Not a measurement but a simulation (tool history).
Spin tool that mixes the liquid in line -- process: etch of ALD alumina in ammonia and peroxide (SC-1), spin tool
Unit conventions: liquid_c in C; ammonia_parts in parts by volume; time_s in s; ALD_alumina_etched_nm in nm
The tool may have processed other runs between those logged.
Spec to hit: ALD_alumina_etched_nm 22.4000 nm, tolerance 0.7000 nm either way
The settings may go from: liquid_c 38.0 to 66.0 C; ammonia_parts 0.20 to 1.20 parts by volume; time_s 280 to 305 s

run    day  liquid_c  ammonia_parts  time_s  ALD_alumina_etched_nm
  1  0.000      50.0           0.75     280                11.4800
  2  0.158      51.5           0.75     280                12.4860
  3  0.233      45.5           0.75     280                 8.8843
  4  0.579      45.5           0.75     305                 9.6337
  5  0.617      42.0           0.75     305                 8.0151
  6  0.762      42.0           0.75     280                 7.3583
  7  0.925      50.0           0.80     280                11.4830
  8  1.158      51.5           0.80     280                12.6050
  9  1.496      53.0           0.80     280                13.5580
 10  1.808      54.0           0.80     280                14.5170
 11  2.108      55.0           0.80     280                15.0400
 12  2.154      56.0           0.80     280                15.8260
 13  2.358      57.0           0.80     280                16.6780
 14  2.550      58.0           0.80     280                17.6570

Of the 5 settings listed for the next run, only one would bring every result within its allowed miss of target. Which one?
  A  2.742      63.5           0.55     280                      ?
  B  2.742      61.5           0.90     305                      ?
  C  2.742      62.0           0.75     305                      ?
  D  2.742      56.0           0.75     290                      ?
  E  2.742      55.0           1.00     280                      ?

move  ALD_alumina_etched_nm
   A                22.6190
   B                23.3330
   C                23.5230
   D                16.4050
   E                15.4380
A: hits every target within its allowed miss
B: carries the result that was furthest off beyond its target, to the other side
C: carries the result that was furthest off beyond its target, to the other side
D: moves away from the targets compared with the last run
E: moves away from the targets compared with the last run
Go with A: it meets all targets.

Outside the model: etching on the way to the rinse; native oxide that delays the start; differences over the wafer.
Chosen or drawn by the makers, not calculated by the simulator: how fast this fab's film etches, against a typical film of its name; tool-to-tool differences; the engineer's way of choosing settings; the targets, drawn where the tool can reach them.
